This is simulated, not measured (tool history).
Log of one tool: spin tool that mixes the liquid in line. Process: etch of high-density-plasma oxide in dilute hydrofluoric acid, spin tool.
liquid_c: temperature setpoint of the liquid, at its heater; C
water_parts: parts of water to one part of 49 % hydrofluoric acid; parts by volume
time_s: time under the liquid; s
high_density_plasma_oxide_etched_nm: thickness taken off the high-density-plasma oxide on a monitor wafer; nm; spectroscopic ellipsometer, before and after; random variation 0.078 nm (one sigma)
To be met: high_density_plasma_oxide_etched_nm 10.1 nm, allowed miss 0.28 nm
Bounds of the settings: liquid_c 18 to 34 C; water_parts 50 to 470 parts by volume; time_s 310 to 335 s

run,hour,liquid_c,water_parts,time_s,high_density_plasma_oxide_etched_nm
1,0,26,260,310,12.563
2,0.6,26,165,310,22.071
3,3.5,24.5,180,310,19.043
4,9.2,24.5,220,310,14.586
5,11.1,24.5,250,310,12.574
6,16.1,24.5,250,335,13.532
7,20.5,23.5,250,335,13.249
8,25.3,19.5,285,335,9.6323
9,29.2,20,285,335,9.7951

5 next moves are on the table. One of them brings every result within its allowed miss. Which?
A,33.1,20,280,315,?
B,33.1,18,270,330,?
C,33.1,23.5,305,310,?
D,33.1,19.5,275,335,?
E,33.1,19,265,310,?

move,high_density_plasma_oxide_etched_nm
A,9.4348
B,9.5956
C,9.4415
D,10.074
E,9.5806
A: further off than the last run
B: further off than the last run
C: further off than the last run
D: meets every target
E: further off than the last run
Move D is the one to make.

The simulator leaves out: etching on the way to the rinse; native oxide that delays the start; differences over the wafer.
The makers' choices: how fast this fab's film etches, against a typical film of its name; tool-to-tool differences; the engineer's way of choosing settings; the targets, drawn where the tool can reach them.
